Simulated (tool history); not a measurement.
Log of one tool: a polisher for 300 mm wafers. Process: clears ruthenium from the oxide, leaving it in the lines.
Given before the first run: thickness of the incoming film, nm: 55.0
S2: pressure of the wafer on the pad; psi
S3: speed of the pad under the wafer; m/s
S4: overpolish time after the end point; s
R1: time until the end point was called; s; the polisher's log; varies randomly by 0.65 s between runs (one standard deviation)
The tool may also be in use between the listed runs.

run 1 hour=0 | flow_of_slurry_(ml/min)=320 S2=1.4 S3=0.98 S4=43 | R1=67.455
run 2 hour=2.7 | flow_of_slurry_(ml/min)=320 S2=1.6 S3=1.02 S4=43 | R1=56.125
run 3 hour=10.8 | flow_of_slurry_(ml/min)=320 S2=1.6 S3=1.02 S4=43 | R1=56.984
run 4 hour=11.4 | flow_of_slurry_(ml/min)=395 S2=1.6 S3=1.02 S4=43 | R1=55.71
run 5 hour=15.9 | flow_of_slurry_(ml/min)=395 S2=1.7 S3=1.04 S4=43 | R1=51.859
run 6 hour=24.2 | flow_of_slurry_(ml/min)=395 S2=1.8 S3=1.08 S4=43 | R1=47.607
run 7 hour=30.1 | flow_of_slurry_(ml/min)=395 S2=1.9 S3=1.12 S4=43 | R1=43.3
run 8 hour=38.7 | flow_of_slurry_(ml/min)=395 S2=2 S3=1.14 S4=43 | R1=41.131
run 9 hour=47.4 | flow_of_slurry_(ml/min)=395 S2=2 S3=1.16 S4=43 | R1=40.867

What will run 10 give?
run 10 hour=55.2 | flow_of_slurry_(ml/min)=395 S2=2 S3=1.18 S4=43 | R1=?

{"run 10": {"R1": 39.837}}

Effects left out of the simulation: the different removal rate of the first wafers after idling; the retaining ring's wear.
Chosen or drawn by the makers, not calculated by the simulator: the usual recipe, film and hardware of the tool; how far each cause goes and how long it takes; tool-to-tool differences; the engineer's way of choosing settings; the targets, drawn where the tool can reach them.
